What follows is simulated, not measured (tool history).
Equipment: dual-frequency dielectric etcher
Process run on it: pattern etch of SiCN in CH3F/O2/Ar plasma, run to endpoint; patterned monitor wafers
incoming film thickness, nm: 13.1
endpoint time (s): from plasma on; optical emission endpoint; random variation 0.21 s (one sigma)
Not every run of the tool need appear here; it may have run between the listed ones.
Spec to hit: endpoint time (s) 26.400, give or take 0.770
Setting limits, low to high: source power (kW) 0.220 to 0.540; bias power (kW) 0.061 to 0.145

run 1 hour=0.0 | source_power_(kW)=0.380 bias_power_(kW)=0.103 | endpoint_time_(s)=30.665
run 2 hour=8.6 | source_power_(kW)=0.380 bias_power_(kW)=0.090 | endpoint_time_(s)=31.651
run 3 hour=13.5 | source_power_(kW)=0.420 bias_power_(kW)=0.096 | endpoint_time_(s)=29.846
run 4 hour=15.9 | source_power_(kW)=0.420 bias_power_(kW)=0.090 | endpoint_time_(s)=30.536
run 5 hour=20.1 | source_power_(kW)=0.480 bias_power_(kW)=0.090 | endpoint_time_(s)=28.787
run 6 hour=22.2 | source_power_(kW)=0.500 bias_power_(kW)=0.093 | endpoint_time_(s)=28.073
run 7 hour=29.4 | source_power_(kW)=0.510 bias_power_(kW)=0.096 | endpoint_time_(s)=27.938
run 8 hour=31.5 | source_power_(kW)=0.520 bias_power_(kW)=0.100 | endpoint_time_(s)=27.418
run 9 hour=40.1 | source_power_(kW)=0.520 bias_power_(kW)=0.100 | endpoint_time_(s)=27.426

4 next moves are on the table. One of them brings every result within its allowed miss. Which?
run A hour=48.7 | source_power_(kW)=0.460 bias_power_(kW)=0.103 | endpoint_time_(s)=?
run B hour=48.7 | source_power_(kW)=0.520 bias_power_(kW)=0.091 | endpoint_time_(s)=?
run C hour=48.7 | source_power_(kW)=0.500 bias_power_(kW)=0.083 | endpoint_time_(s)=?
run D hour=48.7 | source_power_(kW)=0.540 bias_power_(kW)=0.105 | endpoint_time_(s)=?

move=A endpoint_time_(s)=28.196
move=B endpoint_time_(s)=27.769
move=C endpoint_time_(s)=28.803
move=D endpoint_time_(s)=26.421
A: misses by more than the last run did
B: misses by more than the last run did
C: misses by more than the last run did
D: hits every target within its allowed miss
Correct choice: D, which meets every target
